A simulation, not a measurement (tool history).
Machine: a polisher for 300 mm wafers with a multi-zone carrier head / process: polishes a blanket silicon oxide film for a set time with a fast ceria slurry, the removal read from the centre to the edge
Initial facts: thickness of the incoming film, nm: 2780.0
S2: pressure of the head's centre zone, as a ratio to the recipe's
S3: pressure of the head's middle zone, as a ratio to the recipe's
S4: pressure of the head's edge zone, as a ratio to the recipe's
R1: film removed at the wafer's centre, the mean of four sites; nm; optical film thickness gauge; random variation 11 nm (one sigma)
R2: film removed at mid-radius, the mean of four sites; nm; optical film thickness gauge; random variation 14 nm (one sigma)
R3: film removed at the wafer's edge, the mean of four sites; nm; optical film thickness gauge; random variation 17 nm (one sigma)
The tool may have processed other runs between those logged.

run 1 hour=0 | flow_of_slurry_(ml/min)=220 S2=1 S3=1 S4=1 polishing_time_(s)=46 | R1=816.17 R2=830.21 R3=818.3
run 2 hour=5.5 | flow_of_slurry_(ml/min)=220 S2=1.01 S3=1.01 S4=1.02 polishing_time_(s)=47 | R1=865.87 R2=843.78 R3=854.04
run 3 hour=8.9 | flow_of_slurry_(ml/min)=225 S2=1.01 S3=1.03 S4=1.03 polishing_time_(s)=48 | R1=863.17 R2=887.75 R3=873.26
run 4 hour=9.4 | flow_of_slurry_(ml/min)=225 S2=1.02 S3=1.04 S4=1.04 polishing_time_(s)=49 | R1=901.3 R2=887.86 R3=897.13
run 5 hour=16.1 | flow_of_slurry_(ml/min)=230 S2=1.02 S3=1.05 S4=1.04 polishing_time_(s)=50 | R1=919.9 R2=932.81 R3=902.93
run 6 hour=24.6 | flow_of_slurry_(ml/min)=230 S2=1.02 S3=1.05 S4=0.96 polishing_time_(s)=50 | R1=933.38 R2=920.02 R3=864.08
run 7 hour=27.4 | flow_of_slurry_(ml/min)=230 S2=1.02 S3=1.05 S4=0.98 polishing_time_(s)=51 | R1=954.84 R2=958.88 R3=914.26
run 8 hour=29.2 | flow_of_slurry_(ml/min)=260 S2=1.12 S3=1.1 S4=1.08 polishing_time_(s)=54 | R1=1097.7 R2=1044.8 R3=1035.5
run 9 hour=30.9 | flow_of_slurry_(ml/min)=260 S2=1.12 S3=1.1 S4=1.09 polishing_time_(s)=54 | R1=1126.7 R2=1038.5 R3=1031.8

Run 10 is up next; what results do you expect?
run 10 hour=33.8 | flow_of_slurry_(ml/min)=260 S2=1.11 S3=1.1 S4=1.1 polishing_time_(s)=54 | R1=? R2=? R3=?

R1: 1111.1 nm
R2: 1051.5 nm
R3: 1027.8 nm
